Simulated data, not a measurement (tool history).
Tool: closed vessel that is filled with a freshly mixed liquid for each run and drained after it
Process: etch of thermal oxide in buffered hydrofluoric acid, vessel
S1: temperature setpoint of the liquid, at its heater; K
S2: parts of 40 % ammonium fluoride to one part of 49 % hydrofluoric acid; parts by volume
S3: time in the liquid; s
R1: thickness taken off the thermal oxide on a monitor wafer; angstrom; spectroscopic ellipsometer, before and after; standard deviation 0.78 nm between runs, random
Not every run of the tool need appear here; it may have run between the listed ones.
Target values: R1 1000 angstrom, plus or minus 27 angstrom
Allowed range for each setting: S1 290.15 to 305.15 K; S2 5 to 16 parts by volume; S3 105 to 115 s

run 1 hour=0 | S1=298.15 S2=9.5 S3=105 | R1=1129.2
run 2 hour=3.7 | S1=298.15 S2=9.5 S3=105 | R1=1131.3
run 3 hour=4.8 | S1=298.15 S2=9.5 S3=105 | R1=1145.7
run 4 hour=9.2 | S1=297.65 S2=9.5 S3=105 | R1=1107.7
run 5 hour=14.8 | S1=297.65 S2=8 S3=105 | R1=1291.6
run 6 hour=20.4 | S1=297.65 S2=8 S3=115 | R1=1391
run 7 hour=22.2 | S1=296.15 S2=8 S3=115 | R1=1274
run 8 hour=27.5 | S1=292.15 S2=8 S3=115 | R1=1031
-- hour=33.5 hydrofluoric acid flow meter replaced
run 9 hour=33.5 | S1=291.65 S2=8 S3=115 | R1=1071.5
run 10 hour=37.4 | S1=291.15 S2=8 S3=115 | R1=1058.1

5 next moves are on the table. One of them brings every result within its allowed miss. Which?
run A hour=41.3 | S1=290.65 S2=8 S3=105 | R1=?
run B hour=41.3 | S1=293.15 S2=8.5 S3=105 | R1=?
run C hour=41.3 | S1=290.15 S2=8 S3=110 | R1=?
run D hour=41.3 | S1=292.15 S2=7.5 S3=105 | R1=?
run E hour=41.3 | S1=291.65 S2=8.5 S3=105 | R1=?

move=A R1=937.93
move=B R1=1011.3
move=C R1=954.99
move=D R1=1094.9
move=E R1=929.47
A: carries the result that was furthest off beyond its target, to the other side
B: all results land within tolerance of their targets
C: carries the result that was furthest off beyond its target, to the other side
D: further off than the last run
E: carries the result that was furthest off beyond its target, to the other side
Answer: B
